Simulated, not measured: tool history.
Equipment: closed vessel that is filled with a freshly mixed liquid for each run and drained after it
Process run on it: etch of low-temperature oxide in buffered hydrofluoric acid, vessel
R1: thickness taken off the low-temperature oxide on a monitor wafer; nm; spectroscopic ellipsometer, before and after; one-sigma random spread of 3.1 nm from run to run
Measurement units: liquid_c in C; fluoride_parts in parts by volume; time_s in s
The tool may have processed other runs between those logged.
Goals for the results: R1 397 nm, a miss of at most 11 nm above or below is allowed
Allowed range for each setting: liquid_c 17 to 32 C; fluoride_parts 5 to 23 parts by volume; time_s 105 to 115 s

{"run": 1, "hour": 0.0, "liquid_c": 25, "fluoride_parts": 14, "time_s": 105, "R1": 300.93}
{"run": 2, "hour": 3.1, "liquid_c": 26.5, "fluoride_parts": 14, "time_s": 105, "R1": 325.48}
{"run": 3, "hour": 7.0, "liquid_c": 26.5, "fluoride_parts": 17.5, "time_s": 105, "R1": 262.85}
{"run": 4, "hour": 12.3, "liquid_c": 26.5, "fluoride_parts": 17.5, "time_s": 105, "R1": 259.87}
{"run": 5, "hour": 21.4, "liquid_c": 25, "fluoride_parts": 17.5, "time_s": 105, "R1": 240.42}
{"run": 6, "hour": 28.1, "liquid_c": 21.5, "fluoride_parts": 17.5, "time_s": 105, "R1": 200.76}
{"run": 7, "hour": 30.1, "liquid_c": 25, "fluoride_parts": 16.5, "time_s": 105, "R1": 253.5}
{"run": 8, "hour": 35.1, "liquid_c": 25, "fluoride_parts": 16.5, "time_s": 105, "R1": 253.73}
{"run": 9, "hour": 40.8, "liquid_c": 27, "fluoride_parts": 16, "time_s": 105, "R1": 293.52}
{"run": 10, "hour": 43.9, "liquid_c": 31, "fluoride_parts": 15.5, "time_s": 105, "R1": 368.21}
{"run": 11, "hour": 51.0, "liquid_c": 31.5, "fluoride_parts": 15.5, "time_s": 105, "R1": 385.16}
{"hour": 58.6, "done": "thermometer replaced"}
{"run": 12, "hour": 58.6, "liquid_c": 32, "fluoride_parts": 15.5, "time_s": 105, "R1": 427.93}

Exercise: of the 4 proposed moves below, exactly one satisfies all targets within the stated allowed misses. Which move is it?
{"run": "A", "hour": 66.2, "liquid_c": 30, "fluoride_parts": 16.5, "time_s": 110, "R1": "?"}
{"run": "B", "hour": 66.2, "liquid_c": 28, "fluoride_parts": 16, "time_s": 115, "R1": "?"}
{"run": "C", "hour": 66.2, "liquid_c": 31.5, "fluoride_parts": 16.5, "time_s": 105, "R1": "?"}
{"run": "D", "hour": 66.2, "liquid_c": 29, "fluoride_parts": 15.5, "time_s": 105, "R1": "?"}

move=A R1=378.02
move=B R1=366.39
move=C R1=390.34
move=D R1=363.94
A: the result that was furthest off in the last run now lies on the other side of its target
B: the result that was furthest off in the last run now lies on the other side of its target
C: all results land within tolerance of their targets
D: the result that was furthest off in the last run now lies on the other side of its target
Answer: C
